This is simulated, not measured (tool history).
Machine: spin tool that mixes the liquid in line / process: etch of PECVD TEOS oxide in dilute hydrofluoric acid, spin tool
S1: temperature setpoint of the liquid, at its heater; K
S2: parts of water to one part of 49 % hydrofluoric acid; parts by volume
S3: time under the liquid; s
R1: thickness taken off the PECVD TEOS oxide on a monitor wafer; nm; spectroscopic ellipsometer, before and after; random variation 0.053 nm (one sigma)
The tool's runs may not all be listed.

run,hour,S1,S2,S3,R1
1,0,298.15,115,55,8.4153
2,6.1,297.15,115,55,7.94
3,7,297.15,115,60,8.8248
4,15.2,296.15,115,60,8.3659
5,20.4,294.15,115,60,7.8565
6,25,293.65,115,60,7.6316

The next listed run, before its measurement:
7,29,293.15,115,60,?

R1: 7.5025 nm
